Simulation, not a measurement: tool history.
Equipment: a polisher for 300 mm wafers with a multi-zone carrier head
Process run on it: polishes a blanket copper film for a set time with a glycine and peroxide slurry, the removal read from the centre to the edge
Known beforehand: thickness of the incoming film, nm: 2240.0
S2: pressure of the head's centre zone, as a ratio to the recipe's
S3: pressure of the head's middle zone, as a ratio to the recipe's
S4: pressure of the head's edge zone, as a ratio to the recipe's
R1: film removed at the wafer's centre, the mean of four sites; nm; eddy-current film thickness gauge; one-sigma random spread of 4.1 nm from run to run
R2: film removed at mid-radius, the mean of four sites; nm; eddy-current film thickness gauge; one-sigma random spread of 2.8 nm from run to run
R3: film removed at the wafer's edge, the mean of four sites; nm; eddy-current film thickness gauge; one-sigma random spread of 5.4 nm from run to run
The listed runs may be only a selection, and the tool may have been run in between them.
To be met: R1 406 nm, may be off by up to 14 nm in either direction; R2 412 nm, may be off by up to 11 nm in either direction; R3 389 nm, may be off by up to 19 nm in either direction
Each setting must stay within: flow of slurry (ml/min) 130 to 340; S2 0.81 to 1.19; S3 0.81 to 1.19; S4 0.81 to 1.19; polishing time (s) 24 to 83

{"run": 1, "hour": 0.0, "flow of slurry (ml/min)": 220, "S2": 1, "S3": 1, "S4": 1, "polishing time (s)": 53, "R1": 302.17, "R2": 301.64, "R3": 296.41}
{"run": 2, "hour": 3.2, "flow of slurry (ml/min)": 220, "S2": 1, "S3": 1.05, "S4": 1, "polishing time (s)": 53, "R1": 294.51, "R2": 314.51, "R3": 304.31}
{"run": 3, "hour": 6.0, "flow of slurry (ml/min)": 220, "S2": 1, "S3": 0.97, "S4": 1, "polishing time (s)": 53, "R1": 295.75, "R2": 291.13, "R3": 307.45}
{"run": 4, "hour": 11.8, "flow of slurry (ml/min)": 200, "S2": 1, "S3": 0.97, "S4": 1, "polishing time (s)": 53, "R1": 298.46, "R2": 290.82, "R3": 296.93}
{"run": 5, "hour": 18.7, "flow of slurry (ml/min)": 200, "S2": 1, "S3": 0.97, "S4": 1.08, "polishing time (s)": 53, "R1": 295.99, "R2": 290.22, "R3": 315.29}
{"run": 6, "hour": 21.6, "flow of slurry (ml/min)": 200, "S2": 1, "S3": 0.97, "S4": 1.14, "polishing time (s)": 53, "R1": 294.65, "R2": 291.98, "R3": 315.18}
{"run": 7, "hour": 23.8, "flow of slurry (ml/min)": 205, "S2": 1.02, "S3": 0.99, "S4": 1.14, "polishing time (s)": 55, "R1": 312.34, "R2": 303.67, "R3": 331.52}
{"run": 8, "hour": 26.3, "flow of slurry (ml/min)": 210, "S2": 1.03, "S3": 1.02, "S4": 1.13, "polishing time (s)": 56, "R1": 319.98, "R2": 319.73, "R3": 338.35}
{"run": 9, "hour": 32.2, "flow of slurry (ml/min)": 215, "S2": 1.05, "S3": 1.04, "S4": 1.13, "polishing time (s)": 57, "R1": 332.53, "R2": 333.9, "R3": 347.85}
{"run": 10, "hour": 36.4, "flow of slurry (ml/min)": 275, "S2": 1.15, "S3": 1.14, "S4": 1.18, "polishing time (s)": 60, "R1": 388.7, "R2": 389.49, "R3": 376.61}

Consider the 4 candidate settings below. Which is the only one whose results all fall within their allowed miss of target?
{"run": "A", "hour": 40.6, "flow of slurry (ml/min)": 340, "S2": 1.03, "S3": 1.18, "S4": 1.19, "polishing time (s)": 60, "R1": "?", "R2": "?", "R3": "?"}
{"run": "B", "hour": 40.6, "flow of slurry (ml/min)": 310, "S2": 1.11, "S3": 1.19, "S4": 1.12, "polishing time (s)": 63, "R1": "?", "R2": "?", "R3": "?"}
{"run": "C", "hour": 40.6, "flow of slurry (ml/min)": 340, "S2": 1.12, "S3": 1.15, "S4": 1.15, "polishing time (s)": 62, "R1": "?", "R2": "?", "R3": "?"}
{"run": "D", "hour": 40.6, "flow of slurry (ml/min)": 260, "S2": 1.1, "S3": 1.19, "S4": 1.09, "polishing time (s)": 65, "R1": "?", "R2": "?", "R3": "?"}

move=A R1=363.49 R2=407.54 R3=387.23
move=B R1=405.76 R2=427.61 R3=391.64
move=C R1=406.04 R2=411.7 R3=393.23
move=D R1=407.68 R2=434.1 R3=393.65
A: puts the biggest miss on target and leaves a different result outside tolerance
B: carries the result that was furthest off beyond its target, to the other side
C: every result within its allowed miss
D: carries the result that was furthest off beyond its target, to the other side
C meets every target.
